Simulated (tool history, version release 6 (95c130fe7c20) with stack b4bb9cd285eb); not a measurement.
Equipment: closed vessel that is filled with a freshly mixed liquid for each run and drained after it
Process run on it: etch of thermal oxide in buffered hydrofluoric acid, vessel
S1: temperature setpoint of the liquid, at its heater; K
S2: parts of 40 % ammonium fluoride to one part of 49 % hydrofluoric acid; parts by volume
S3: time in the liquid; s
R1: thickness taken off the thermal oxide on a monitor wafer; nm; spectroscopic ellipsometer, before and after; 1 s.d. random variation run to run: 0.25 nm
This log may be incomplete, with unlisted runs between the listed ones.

run  hour      S1    S2   S3      R1
  1     0  295.15  19.5  105  53.531
  2   3.8  297.65  19.5  105  61.935
  3   4.8  298.65  19.5  105  64.584
  4   8.8  298.65  19.5  115  71.117
  5   9.9  298.15  19.5  115   68.83
  6  17.5  298.15  22.5  115  61.174

For run 7, what comes out?
  7  23.8  299.15  22.5  115   ?

Run 7 gave R1 64.52 nm.
